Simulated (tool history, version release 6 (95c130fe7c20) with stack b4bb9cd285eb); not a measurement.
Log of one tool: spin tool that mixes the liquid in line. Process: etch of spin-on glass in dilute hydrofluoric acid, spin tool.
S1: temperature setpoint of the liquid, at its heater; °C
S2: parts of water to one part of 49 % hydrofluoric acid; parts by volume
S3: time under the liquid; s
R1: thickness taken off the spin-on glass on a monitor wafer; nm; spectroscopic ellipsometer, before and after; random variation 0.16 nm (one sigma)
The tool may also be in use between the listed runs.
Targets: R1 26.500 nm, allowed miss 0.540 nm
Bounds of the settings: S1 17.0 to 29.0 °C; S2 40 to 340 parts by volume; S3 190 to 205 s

run 1 hour=0.0 | S1=21.0 S2=190 S3=190 | R1=30.254
run 2 hour=3.8 | S1=19.0 S2=190 S3=190 | R1=27.724
run 3 hour=10.4 | S1=18.5 S2=190 S3=190 | R1=27.363
run 4 hour=14.0 | S1=18.5 S2=235 S3=190 | R1=21.055
run 5 hour=16.3 | S1=20.5 S2=235 S3=190 | R1=22.816
run 6 hour=20.0 | S1=22.0 S2=235 S3=190 | R1=24.187
run 7 hour=25.7 | S1=22.5 S2=235 S3=190 | R1=24.631
run 8 hour=29.7 | S1=23.0 S2=235 S3=190 | R1=25.002

5 next moves are on the table. One of them brings every result within its allowed miss. Which?
run A hour=33.7 | S1=22.0 S2=240 S3=190 | R1=?
run B hour=33.7 | S1=21.5 S2=205 S3=190 | R1=?
run C hour=33.7 | S1=24.0 S2=255 S3=190 | R1=?
run D hour=33.7 | S1=26.0 S2=245 S3=190 | R1=?
run E hour=33.7 | S1=23.5 S2=250 S3=190 | R1=?

move=A R1=23.831
move=B R1=28.356
move=C R1=23.758
move=D R1=26.818
move=E R1=23.923
A: further off than the last run
B: takes the result that was furthest off past its target
C: further off than the last run
D: meets every target
E: further off than the last run
Answer: D
